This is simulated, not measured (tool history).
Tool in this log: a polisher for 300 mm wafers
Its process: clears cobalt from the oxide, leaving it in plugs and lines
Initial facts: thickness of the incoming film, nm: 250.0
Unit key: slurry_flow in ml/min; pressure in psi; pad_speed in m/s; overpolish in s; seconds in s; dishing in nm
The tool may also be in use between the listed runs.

{"run": 1, "hour": 0.0, "slurry_flow": 185, "pressure": 1.5, "pad_speed": 0.8, "overpolish": 9, "seconds": 92.128, "dishing": 18.032}
{"run": 2, "hour": 3.8, "slurry_flow": 190, "pressure": 1.6, "pad_speed": 0.8, "overpolish": 8, "seconds": 87.017, "dishing": 16.73}
{"run": 3, "hour": 10.7, "slurry_flow": 230, "pressure": 1.6, "pad_speed": 0.8, "overpolish": 8, "seconds": 85.586, "dishing": 17.765}
{"run": 4, "hour": 12.7, "slurry_flow": 230, "pressure": 1.7, "pad_speed": 0.8, "overpolish": 7, "seconds": 80.813, "dishing": 16.338}
{"run": 5, "hour": 19.6, "slurry_flow": 230, "pressure": 2, "pad_speed": 0.8, "overpolish": 7, "seconds": 72.76, "dishing": 18.287}
{"run": 6, "hour": 22.9, "slurry_flow": 230, "pressure": 2, "pad_speed": 0.62, "overpolish": 7, "seconds": 91.174, "dishing": 14.837}

Run 7 comes next. What will it give?
{"run": 7, "hour": 23.7, "slurry_flow": 230, "pressure": 2.1, "pad_speed": 0.62, "overpolish": 6, "seconds": "?", "dishing": "?"}

Run 7 gave seconds 88.359 s, dishing 13.419 nm.
